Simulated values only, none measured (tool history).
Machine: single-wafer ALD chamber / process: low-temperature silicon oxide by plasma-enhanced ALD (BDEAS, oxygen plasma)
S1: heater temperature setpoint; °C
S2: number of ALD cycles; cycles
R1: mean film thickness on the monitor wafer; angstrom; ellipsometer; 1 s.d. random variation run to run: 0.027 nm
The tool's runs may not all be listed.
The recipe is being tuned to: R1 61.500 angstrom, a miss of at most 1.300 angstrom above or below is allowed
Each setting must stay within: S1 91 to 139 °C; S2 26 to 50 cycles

{"run": 1, "hour": 0.0, "S1": 115, "S2": 38, "R1": 53.218}
{"run": 2, "hour": 5.2, "S1": 107, "S2": 38, "R1": 53.838}
{"run": 3, "hour": 9.5, "S1": 107, "S2": 39, "R1": 55.102}
{"run": 4, "hour": 17.4, "S1": 107, "S2": 40, "R1": 56.788}
{"run": 5, "hour": 21.7, "S1": 115, "S2": 40, "R1": 55.931}
{"run": 6, "hour": 26.3, "S1": 108, "S2": 40, "R1": 56.031}
{"run": 7, "hour": 32.9, "S1": 108, "S2": 41, "R1": 57.726}
{"run": 8, "hour": 36.5, "S1": 108, "S2": 42, "R1": 59.545}

Which one of the following 5 next-run settings gets every result inside its allowed miss? There is exactly one.
{"run": "A", "hour": 40.1, "S1": 108, "S2": 41, "R1": "?"}
{"run": "B", "hour": 40.1, "S1": 102, "S2": 40, "R1": "?"}
{"run": "C", "hour": 40.1, "S1": 114, "S2": 44, "R1": "?"}
{"run": "D", "hour": 40.1, "S1": 112, "S2": 40, "R1": "?"}
{"run": "E", "hour": 40.1, "S1": 108, "S2": 45, "R1": "?"}

move=A R1=57.891
move=B R1=57.026
move=C R1=61.525
move=D R1=56.114
move=E R1=63.539
A: lands further from the targets than the last run did
B: lands further from the targets than the last run did
C: hits every target within its allowed miss
D: lands further from the targets than the last run did
E: the result that was furthest off in the last run now lies on the other side of its target
The right move is C.
